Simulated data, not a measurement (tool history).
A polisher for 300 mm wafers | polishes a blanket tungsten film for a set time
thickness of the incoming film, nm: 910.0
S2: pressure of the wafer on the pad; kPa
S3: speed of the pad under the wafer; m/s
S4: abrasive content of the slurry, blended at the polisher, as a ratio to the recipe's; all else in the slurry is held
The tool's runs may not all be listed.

Run 1, hour 0: flow of slurry (ml/min) 280, S2 18.6 kPa, S3 0.84 m/s, S4 1, polishing time (s) 45. Result: film removed (angstrom) 1344.6.
Run 2, hour 7: flow of slurry (ml/min) 280, S2 17.9 kPa, S3 0.84 m/s, S4 1, polishing time (s) 45. Result: film removed (angstrom) 1326.
Run 3, hour 15.8: flow of slurry (ml/min) 280, S2 17.9 kPa, S3 0.84 m/s, S4 1, polishing time (s) 45. Result: film removed (angstrom) 1308.8.
Run 4, hour 24.6: flow of slurry (ml/min) 280, S2 17.9 kPa, S3 0.96 m/s, S4 1, polishing time (s) 45. Result: film removed (angstrom) 1427.4.
Run 5, hour 26.4: flow of slurry (ml/min) 280, S2 16.5 kPa, S3 0.96 m/s, S4 1, polishing time (s) 45. Result: film removed (angstrom) 1307.6.
Run 6, hour 30.4: flow of slurry (ml/min) 280, S2 15.9 kPa, S3 0.96 m/s, S4 1, polishing time (s) 45. Result: film removed (angstrom) 1242.3.

Forecast run 7:
Run 7, hour 32.1: flow of slurry (ml/min) 280, S2 15.2 kPa, S3 0.96 m/s, S4 1, polishing time (s) 45. Result: film removed (angstrom) ?.

Run 7 gave film removed (angstrom) 1210.7.
